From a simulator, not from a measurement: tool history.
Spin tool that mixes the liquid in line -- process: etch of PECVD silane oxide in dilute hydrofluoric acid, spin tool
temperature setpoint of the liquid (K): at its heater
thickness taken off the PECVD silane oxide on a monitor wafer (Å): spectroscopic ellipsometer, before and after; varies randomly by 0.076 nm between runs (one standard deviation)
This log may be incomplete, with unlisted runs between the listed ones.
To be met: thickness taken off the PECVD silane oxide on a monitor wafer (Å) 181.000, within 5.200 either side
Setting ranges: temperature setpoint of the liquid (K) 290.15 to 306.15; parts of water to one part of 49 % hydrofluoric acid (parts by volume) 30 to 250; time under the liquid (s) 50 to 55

run,day,temperature setpoint of the liquid (K),parts of water to one part of 49 % hydrofluoric acid (parts by volume),time under the liquid (s),thickness taken off the PECVD silane oxide on a monitor wafer (Å)
1,0.000,298.15,140,50,94.172
2,0.162,298.15,180,50,68.895
3,0.304,299.15,170,50,77.256
4,0.412,300.15,160,50,85.641
5,0.729,297.65,160,50,78.568
6,0.771,301.15,160,50,89.577
# day 0.888: thermometer replaced
7,0.888,301.65,150,50,104.670
8,1.117,305.65,110,50,174.880

Consider the 5 candidate settings below. Which is the only one whose results all fall within their allowed miss of target?
A,1.346,302.65,105,50,?
B,1.346,304.15,110,50,?
C,1.346,302.15,90,50,?
D,1.346,303.65,95,50,?
E,1.346,303.65,110,55,?

move,thickness taken off the PECVD silane oxide on a monitor wafer (Å)
A,166.170
B,166.540
C,194.260
D,193.400
E,179.840
A: the biggest miss grows against the last run
B: the biggest miss grows against the last run
C: the result that was furthest off in the last run now lies on the other side of its target
D: the result that was furthest off in the last run now lies on the other side of its target
E: hits every target within its allowed miss
So the answer is move E, the one that meets all the targets.
